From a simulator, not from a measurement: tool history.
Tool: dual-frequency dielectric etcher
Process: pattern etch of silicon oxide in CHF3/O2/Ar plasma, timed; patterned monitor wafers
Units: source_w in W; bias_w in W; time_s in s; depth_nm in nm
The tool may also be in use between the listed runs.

{"run": 1, "day": 0.0, "source_w": 530, "bias_w": 190, "time_s": 367, "depth_nm": 741.98}
{"run": 2, "day": 0.375, "source_w": 570, "bias_w": 190, "time_s": 367, "depth_nm": 777.98}
{"run": 3, "day": 0.646, "source_w": 630, "bias_w": 190, "time_s": 367, "depth_nm": 810.25}
{"run": 4, "day": 1.0, "source_w": 630, "bias_w": 190, "time_s": 337.5, "depth_nm": 746.07}
{"run": 5, "day": 1.279, "source_w": 630, "bias_w": 190, "time_s": 337.5, "depth_nm": 746.96}
{"run": 6, "day": 1.312, "source_w": 590, "bias_w": 190, "time_s": 337.5, "depth_nm": 722.37}
{"run": 7, "day": 1.354, "source_w": 610, "bias_w": 193, "time_s": 338, "depth_nm": 737.69}
{"run": 8, "day": 1.662, "source_w": 630, "bias_w": 197, "time_s": 339, "depth_nm": 759.5}
{"run": 9, "day": 1.738, "source_w": 650, "bias_w": 199, "time_s": 339.5, "depth_nm": 774.46}

Run 10 comes next. What will it give?
{"run": 10, "day": 1.95, "source_w": 660, "bias_w": 200, "time_s": 339.5, "depth_nm": "?"}

Run 10 gave depth_nm 776.92 nm.
